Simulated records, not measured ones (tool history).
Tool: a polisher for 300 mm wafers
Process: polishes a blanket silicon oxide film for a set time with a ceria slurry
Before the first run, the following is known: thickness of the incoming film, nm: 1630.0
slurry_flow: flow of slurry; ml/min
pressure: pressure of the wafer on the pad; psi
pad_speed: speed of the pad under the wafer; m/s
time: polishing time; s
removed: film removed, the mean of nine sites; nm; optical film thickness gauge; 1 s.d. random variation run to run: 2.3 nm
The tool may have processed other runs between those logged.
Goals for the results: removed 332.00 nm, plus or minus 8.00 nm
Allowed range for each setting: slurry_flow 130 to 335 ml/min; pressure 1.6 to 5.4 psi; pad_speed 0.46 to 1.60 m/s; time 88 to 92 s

| run | hour | slurry_flow | pressure | pad_speed | time | removed |
|---|---|---|---|---|---|---|
| 1 | 0.0 | 215 | 3.5 | 1.02 | 88 | 534.31 |
| 2 | 8.2 | 260 | 3.5 | 1.02 | 88 | 546.48 |
| 3 | 10.9 | 225 | 3.5 | 1.02 | 88 | 524.84 |
| 4 | 17.4 | 265 | 3.5 | 1.02 | 88 | 543.17 |
| 5 | 26.3 | 260 | 3.1 | 1.02 | 88 | 493.48 |
| 6 | 34.7 | 250 | 2.8 | 1.02 | 88 | 449.60 |
| 7 | 39.3 | 240 | 2.6 | 1.02 | 88 | 422.26 |
| 8 | 45.6 | 230 | 2.4 | 1.02 | 88 | 396.18 |
| 9 | 53.2 | 220 | 2.3 | 1.02 | 88 | 382.64 |
| 10 | 55.0 | 210 | 2.2 | 1.02 | 88 | 364.34 |
| 11 | 58.2 | 200 | 2.2 | 1.02 | 88 | 362.94 |

Of the 4 settings listed for the next run, only one would bring every result within its allowed miss of target. Which one?
| A | 61.4 | 200 | 1.9 | 0.96 | 88 | ? |
| B | 61.4 | 220 | 2.0 | 1.08 | 90 | ? |
| C | 61.4 | 215 | 2.1 | 0.88 | 88 | ? |
| D | 61.4 | 240 | 2.0 | 0.98 | 88 | ? |

| move | removed |
|---|---|
| A | 303.82 |
| B | 366.47 |
| C | 303.75 |
| D | 329.65 |
A: takes the biggest miss from the last run beyond its target
B: its largest miss is bigger than the last run's
C: takes the biggest miss from the last run beyond its target
D: every result within its allowed miss
The right move is D.
